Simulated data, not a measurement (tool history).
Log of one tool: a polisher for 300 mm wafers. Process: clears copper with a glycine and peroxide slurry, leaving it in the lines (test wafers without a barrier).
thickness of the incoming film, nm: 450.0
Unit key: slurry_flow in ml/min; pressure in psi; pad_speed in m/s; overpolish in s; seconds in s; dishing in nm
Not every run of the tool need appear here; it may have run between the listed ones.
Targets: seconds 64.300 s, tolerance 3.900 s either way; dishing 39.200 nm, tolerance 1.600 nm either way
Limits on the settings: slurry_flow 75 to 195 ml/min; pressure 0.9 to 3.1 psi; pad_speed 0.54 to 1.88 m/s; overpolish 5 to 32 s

{"run": 1, "hour": 0.0, "slurry_flow": 125, "pressure": 2.0, "pad_speed": 1.2, "overpolish": 16, "seconds": 80.197, "dishing": 31.159}
{"run": 2, "hour": 4.9, "slurry_flow": 125, "pressure": 2.0, "pad_speed": 1.2, "overpolish": 13, "seconds": 78.672, "dishing": 27.932}
{"run": 3, "hour": 6.9, "slurry_flow": 125, "pressure": 2.1, "pad_speed": 1.2, "overpolish": 14, "seconds": 75.78, "dishing": 29.636}
{"run": 4, "hour": 10.6, "slurry_flow": 125, "pressure": 2.1, "pad_speed": 1.32, "overpolish": 14, "seconds": 70.864, "dishing": 30.855}
{"run": 5, "hour": 12.2, "slurry_flow": 125, "pressure": 2.1, "pad_speed": 1.32, "overpolish": 15, "seconds": 69.543, "dishing": 32.025}
{"run": 6, "hour": 16.9, "slurry_flow": 125, "pressure": 2.1, "pad_speed": 1.5, "overpolish": 15, "seconds": 62.563, "dishing": 33.616}
{"run": 7, "hour": 23.5, "slurry_flow": 125, "pressure": 2.1, "pad_speed": 1.5, "overpolish": 16, "seconds": 63.185, "dishing": 33.79}
{"run": 8, "hour": 27.8, "slurry_flow": 125, "pressure": 2.1, "pad_speed": 1.48, "overpolish": 17, "seconds": 63.688, "dishing": 34.368}
{"run": 9, "hour": 29.1, "slurry_flow": 125, "pressure": 2.1, "pad_speed": 1.48, "overpolish": 18, "seconds": 63.9, "dishing": 34.973}

Exercise: of the 4 proposed moves below, exactly one satisfies all targets within the stated allowed misses. Which move is it?
{"run": "A", "hour": 30.4, "slurry_flow": 140, "pressure": 1.7, "pad_speed": 1.4, "overpolish": 21, "seconds": "?", "dishing": "?"}
{"run": "B", "hour": 30.4, "slurry_flow": 110, "pressure": 2.2, "pad_speed": 1.46, "overpolish": 28, "seconds": "?", "dishing": "?"}
{"run": "C", "hour": 30.4, "slurry_flow": 110, "pressure": 1.7, "pad_speed": 1.54, "overpolish": 23, "seconds": "?", "dishing": "?"}
{"run": "D", "hour": 30.4, "slurry_flow": 125, "pressure": 1.9, "pad_speed": 1.5, "overpolish": 13, "seconds": "?", "dishing": "?"}

move=A seconds=76.165 dishing=34.694
move=B seconds=64.149 dishing=38.893
move=C seconds=74.470 dishing=35.634
move=D seconds=67.972 dishing=29.565
A: moves away from the targets compared with the last run
B: each result inside its tolerance
C: no nearer and no further than the last run
D: moves away from the targets compared with the last run
Go with B: it meets all targets.
